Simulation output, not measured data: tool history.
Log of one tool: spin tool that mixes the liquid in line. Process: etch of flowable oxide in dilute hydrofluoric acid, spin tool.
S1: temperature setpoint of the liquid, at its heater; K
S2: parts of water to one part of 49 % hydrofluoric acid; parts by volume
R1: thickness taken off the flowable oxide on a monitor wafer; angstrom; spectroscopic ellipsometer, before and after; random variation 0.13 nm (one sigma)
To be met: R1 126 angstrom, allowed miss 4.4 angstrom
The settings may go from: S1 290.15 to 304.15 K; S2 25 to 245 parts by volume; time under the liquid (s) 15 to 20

run 1 hour=0 | S1=296.15 S2=135 time_under_the_liquid_(s)=20 | R1=48.628
run 2 hour=4.7 | S1=296.15 S2=135 time_under_the_liquid_(s)=15 | R1=36.965
run 3 hour=6.2 | S1=294.65 S2=135 time_under_the_liquid_(s)=15 | R1=34.794
run 4 hour=12 | S1=297.65 S2=110 time_under_the_liquid_(s)=15 | R1=49.394
run 5 hour=16.9 | S1=299.65 S2=80 time_under_the_liquid_(s)=15 | R1=74.558
run 6 hour=25.4 | S1=299.65 S2=80 time_under_the_liquid_(s)=15 | R1=77.072
run 7 hour=34.2 | S1=301.15 S2=70 time_under_the_liquid_(s)=15 | R1=93.533
run 8 hour=39 | S1=302.15 S2=65 time_under_the_liquid_(s)=15 | R1=104.98
run 9 hour=46.9 | S1=302.65 S2=65 time_under_the_liquid_(s)=15 | R1=107.33
run 10 hour=48.4 | S1=303.15 S2=65 time_under_the_liquid_(s)=15 | R1=109.85
run 11 hour=56.1 | S1=303.15 S2=65 time_under_the_liquid_(s)=15 | R1=109.39
run 12 hour=62.9 | S1=303.65 S2=60 time_under_the_liquid_(s)=15 | R1=121.46

5 next moves are on the table. One of them brings every result within its allowed miss. Which?
run A hour=69.7 | S1=303.15 S2=70 time_under_the_liquid_(s)=20 | R1=?
run B hour=69.7 | S1=303.15 S2=80 time_under_the_liquid_(s)=20 | R1=?
run C hour=69.7 | S1=303.65 S2=80 time_under_the_liquid_(s)=20 | R1=?
run D hour=69.7 | S1=303.15 S2=75 time_under_the_liquid_(s)=20 | R1=?
run E hour=69.7 | S1=302.65 S2=60 time_under_the_liquid_(s)=15 | R1=?

move=A R1=135.31
move=B R1=116.77
move=C R1=119.06
move=D R1=125.42
move=E R1=117.72
A: takes the result that was furthest off past its target
B: further off than the last run
C: further off than the last run
D: meets every target
E: further off than the last run
The right move is D.
